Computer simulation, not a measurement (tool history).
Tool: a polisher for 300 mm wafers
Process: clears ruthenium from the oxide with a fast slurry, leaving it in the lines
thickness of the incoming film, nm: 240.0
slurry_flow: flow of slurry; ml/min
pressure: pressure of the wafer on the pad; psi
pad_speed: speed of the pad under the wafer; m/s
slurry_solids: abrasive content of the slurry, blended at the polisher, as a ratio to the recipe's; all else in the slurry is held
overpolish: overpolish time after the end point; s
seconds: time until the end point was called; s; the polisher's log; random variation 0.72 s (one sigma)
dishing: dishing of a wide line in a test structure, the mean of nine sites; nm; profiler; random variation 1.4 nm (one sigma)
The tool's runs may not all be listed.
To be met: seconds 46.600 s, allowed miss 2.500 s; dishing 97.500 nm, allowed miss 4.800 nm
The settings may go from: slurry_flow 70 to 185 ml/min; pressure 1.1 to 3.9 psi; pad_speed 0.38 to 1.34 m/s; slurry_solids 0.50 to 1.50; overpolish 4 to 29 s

run  hour  slurry_flow  pressure  pad_speed  slurry_solids  overpolish  seconds  dishing
  1   0.0          120       2.5       0.86           1.00          15   71.522   43.762
  2   5.7          120       2.5       0.96           1.00          15   64.582   48.448
  3  13.2          115       2.7       0.96           1.00          16   61.688   54.029
  4  14.0          115       2.7       0.82           1.00          16   68.934   48.071
  5  20.0          115       2.9       0.82           1.00          17   64.992   52.512
  6  26.5          115       3.0       0.84           1.00          18   60.853   58.457
  7  27.0          115       3.1       0.86           1.00          19   57.631   63.636
  8  29.3          115       3.7       0.88           1.00          24   49.541   90.929

Which of these 5 next moves meets every target?
  A  31.6          140       3.6       0.80           1.00          27        ?        ?
  B  31.6          115       3.7       0.88           1.00          23        ?        ?
  C  31.6          110       3.9       0.78           1.20          21        ?        ?
  D  31.6          145       3.8       0.72           1.35          25        ?        ?
  E  31.6           90       3.5       0.90           1.15          21        ?        ?

move  seconds  dishing
   A   52.750   93.915
   B   48.909   87.850
   C   47.292   83.903
   D   46.447   97.646
   E   49.555   80.783
A: brings the result that was furthest off to its target, and leaves another outside
B: further off than the last run
C: further off than the last run
D: meets every target
E: further off than the last run
Answer: D
